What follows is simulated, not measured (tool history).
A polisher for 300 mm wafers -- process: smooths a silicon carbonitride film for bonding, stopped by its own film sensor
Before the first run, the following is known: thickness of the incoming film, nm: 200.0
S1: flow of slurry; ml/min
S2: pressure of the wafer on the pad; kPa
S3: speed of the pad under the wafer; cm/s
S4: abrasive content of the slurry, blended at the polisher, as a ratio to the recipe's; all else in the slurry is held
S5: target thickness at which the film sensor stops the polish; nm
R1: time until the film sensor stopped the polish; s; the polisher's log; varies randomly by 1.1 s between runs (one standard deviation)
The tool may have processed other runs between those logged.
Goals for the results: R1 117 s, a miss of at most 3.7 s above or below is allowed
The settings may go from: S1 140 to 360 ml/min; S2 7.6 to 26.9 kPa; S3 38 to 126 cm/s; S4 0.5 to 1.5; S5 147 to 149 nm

{"run": 1, "day": 0.0, "S1": 230, "S2": 17.2, "S3": 82, "S4": 1, "S5": 149, "R1": 161.34}
{"run": 2, "day": 0.246, "S1": 230, "S2": 20, "S3": 82, "S4": 1, "S5": 149, "R1": 141.87}
{"run": 3, "day": 0.592, "S1": 230, "S2": 22.8, "S3": 82, "S4": 1, "S5": 149, "R1": 124.95}
{"run": 4, "day": 0.688, "S1": 230, "S2": 22.8, "S3": 82, "S4": 0.8, "S5": 149, "R1": 132.93}
{"run": 5, "day": 0.921, "S1": 230, "S2": 22.8, "S3": 82, "S4": 0.8, "S5": 147, "R1": 138.51}
{"run": 6, "day": 1.1, "S1": 235, "S2": 23.4, "S3": 82, "S4": 0.8, "S5": 147, "R1": 133.97}
{"run": 7, "day": 1.212, "S1": 240, "S2": 24.1, "S3": 82, "S4": 0.8, "S5": 147, "R1": 132.16}
{"run": 8, "day": 1.242, "S1": 240, "S2": 24.8, "S3": 82, "S4": 0.8, "S5": 147, "R1": 126.74}
{"run": 9, "day": 1.408, "S1": 240, "S2": 25.5, "S3": 82, "S4": 0.8, "S5": 147, "R1": 123.89}

4 next moves are on the table. One of them brings every result within its allowed miss. Which?
{"run": "A", "day": 1.575, "S1": 230, "S2": 26.2, "S3": 80, "S4": 0.7, "S5": 148, "R1": "?"}
{"run": "B", "day": 1.575, "S1": 225, "S2": 26.9, "S3": 76, "S4": 0.75, "S5": 148, "R1": "?"}
{"run": "C", "day": 1.575, "S1": 260, "S2": 25.5, "S3": 80, "S4": 0.85, "S5": 149, "R1": "?"}
{"run": "D", "day": 1.575, "S1": 230, "S2": 21.4, "S3": 90, "S4": 0.95, "S5": 148, "R1": "?"}

move=A R1=128.6
move=B R1=127.21
move=C R1=119.8
move=D R1=130.21
A: its largest miss is bigger than the last run's
B: its largest miss is bigger than the last run's
C: each result inside its tolerance
D: its largest miss is bigger than the last run's
Move C is the one to make.
